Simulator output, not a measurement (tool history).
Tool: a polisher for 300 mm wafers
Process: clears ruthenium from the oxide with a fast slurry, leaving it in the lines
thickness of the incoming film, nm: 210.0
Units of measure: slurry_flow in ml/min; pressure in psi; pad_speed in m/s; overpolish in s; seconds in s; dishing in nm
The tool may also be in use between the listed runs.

run  hour  slurry_flow  pressure  pad_speed  slurry_solids  overpolish  seconds  dishing
  1   0.0          280       2.2       1.18           1.00          20   44.903   65.953
  2   3.1          280       2.3       1.18           1.00          20   44.235   67.320
  3   3.7          280       2.5       1.18           1.00          20   40.953   72.279
  4   8.9          280       2.5       1.18           1.00          27   40.261   91.204
  5  12.6          330       2.5       1.18           1.00          27   39.651   90.899
     17.7  -- worn pad replaced by a new one
  6  17.7          330       2.5       1.02           1.00          27   42.094   91.121
  7  24.9          335       2.6       1.10           0.95          26   37.895   94.074
  8  31.7          350       2.6       1.12           0.95          25   36.343   90.480
  9  40.0          360       2.6       1.14           0.95          24   36.692   90.433
 10  48.5          360       2.6       1.14           0.95          24   35.303   91.409
 11  51.6          370       2.6       1.16           0.95          23   35.343   89.423

Run 12 comes next. What will it give?
 12  53.0          365       3.0       1.16           0.95          17        ?        ?

seconds: 30.704 s
dishing: 80.096 nm
